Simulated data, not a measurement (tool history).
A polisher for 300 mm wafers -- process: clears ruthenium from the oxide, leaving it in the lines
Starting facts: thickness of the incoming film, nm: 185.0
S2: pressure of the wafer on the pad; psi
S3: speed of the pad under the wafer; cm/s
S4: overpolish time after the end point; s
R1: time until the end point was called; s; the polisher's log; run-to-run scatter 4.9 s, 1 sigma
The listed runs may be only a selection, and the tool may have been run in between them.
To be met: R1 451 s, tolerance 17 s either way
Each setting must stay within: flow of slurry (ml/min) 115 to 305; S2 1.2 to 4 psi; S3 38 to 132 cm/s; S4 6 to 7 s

run 1 hour=0 | flow_of_slurry_(ml/min)=195 S2=2.6 S3=84 S4=7 | R1=163.41
run 2 hour=2 | flow_of_slurry_(ml/min)=195 S2=2 S3=84 S4=7 | R1=210.71
run 3 hour=6 | flow_of_slurry_(ml/min)=195 S2=2 S3=84 S4=7 | R1=212.84
run 4 hour=6.9 | flow_of_slurry_(ml/min)=165 S2=2 S3=84 S4=7 | R1=211.68
run 5 hour=14.1 | flow_of_slurry_(ml/min)=165 S2=2 S3=84 S4=6 | R1=216.36
run 6 hour=21.7 | flow_of_slurry_(ml/min)=165 S2=1.9 S3=78 S4=6 | R1=242.59
run 7 hour=30.6 | flow_of_slurry_(ml/min)=165 S2=1.8 S3=74 S4=6 | R1=268.31
run 8 hour=35.1 | flow_of_slurry_(ml/min)=165 S2=1.7 S3=70 S4=6 | R1=301.36
run 9 hour=40.8 | flow_of_slurry_(ml/min)=155 S2=1.2 S3=54 S4=6 | R1=536.99
run 10 hour=43.8 | flow_of_slurry_(ml/min)=155 S2=1.3 S3=54 S4=6 | R1=501.68

Below are 4 possible settings for the next run. Only one of them brings all results inside the allowed miss of their targets. Which is it?
run A hour=46.8 | flow_of_slurry_(ml/min)=155 S2=1.2 S3=60 S4=7 | R1=?
run B hour=46.8 | flow_of_slurry_(ml/min)=185 S2=1.2 S3=64 S4=6 | R1=?
run C hour=46.8 | flow_of_slurry_(ml/min)=160 S2=1.2 S3=48 S4=6 | R1=?
run D hour=46.8 | flow_of_slurry_(ml/min)=130 S2=1.5 S3=58 S4=6 | R1=?

move=A R1=489.96
move=B R1=450.47
move=C R1=603.66
move=D R1=420.16
A: better than the last run, though not everything is in spec
B: all results in spec
C: its largest miss is bigger than the last run's
D: takes the biggest miss from the last run beyond its target
Answer: B
